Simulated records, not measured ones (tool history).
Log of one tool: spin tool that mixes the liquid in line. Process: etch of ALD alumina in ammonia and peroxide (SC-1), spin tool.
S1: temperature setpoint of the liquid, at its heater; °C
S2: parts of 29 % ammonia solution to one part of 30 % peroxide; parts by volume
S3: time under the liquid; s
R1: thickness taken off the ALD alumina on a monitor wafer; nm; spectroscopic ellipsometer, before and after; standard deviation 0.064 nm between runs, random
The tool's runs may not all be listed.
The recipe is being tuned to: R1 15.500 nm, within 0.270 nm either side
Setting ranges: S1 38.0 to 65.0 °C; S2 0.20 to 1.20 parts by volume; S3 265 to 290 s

Run 1, hour 0.0: S1 49.0 °C, S2 0.80 parts by volume, S3 265 s. Result: R1 9.059 nm.
Run 2, hour 6.0: S1 51.5 °C, S2 0.80 parts by volume, S3 265 s. Result: R1 10.393 nm.
Run 3, hour 9.1: S1 51.5 °C, S2 0.80 parts by volume, S3 265 s. Result: R1 10.379 nm.
Run 4, hour 14.2: S1 53.5 °C, S2 0.80 parts by volume, S3 265 s. Result: R1 11.620 nm.
Run 5, hour 19.0: S1 53.5 °C, S2 0.80 parts by volume, S3 265 s. Result: R1 11.516 nm.
Run 6, hour 27.0: S1 53.5 °C, S2 0.80 parts by volume, S3 290 s. Result: R1 12.638 nm.
Run 7, hour 29.6: S1 54.5 °C, S2 0.80 parts by volume, S3 290 s. Result: R1 13.419 nm.
Run 8, hour 37.3: S1 55.0 °C, S2 0.80 parts by volume, S3 290 s. Result: R1 13.816 nm.
Run 9, hour 40.9: S1 55.5 °C, S2 0.80 parts by volume, S3 290 s. Result: R1 14.076 nm.
Run 10, hour 44.8: S1 56.0 °C, S2 0.80 parts by volume, S3 290 s. Result: R1 14.531 nm.
Run 11, hour 48.4: S1 56.5 °C, S2 0.80 parts by volume, S3 290 s. Result: R1 14.904 nm.

Exactly one of the 5 candidate moves below puts every result within its allowed miss. Which one?
Run A, hour 52.0: S1 57.5 °C, S2 0.70 parts by volume, S3 290 s. Result: R1 ?.
Run B, hour 52.0: S1 56.0 °C, S2 0.70 parts by volume, S3 290 s. Result: R1 ?.
Run C, hour 52.0: S1 57.5 °C, S2 0.80 parts by volume, S3 270 s. Result: R1 ?.
Run D, hour 52.0: S1 57.5 °C, S2 0.95 parts by volume, S3 290 s. Result: R1 ?.
Run E, hour 52.0: S1 55.5 °C, S2 1.00 parts by volume, S3 290 s. Result: R1 ?.

move      R1
   A  15.364
   B  14.201
   C  14.487
   D  15.816
   E  14.307
A: in spec on every target
B: the biggest miss grows against the last run
C: the biggest miss grows against the last run
D: the result that was furthest off in the last run now lies on the other side of its target
E: the biggest miss grows against the last run
A meets every target.
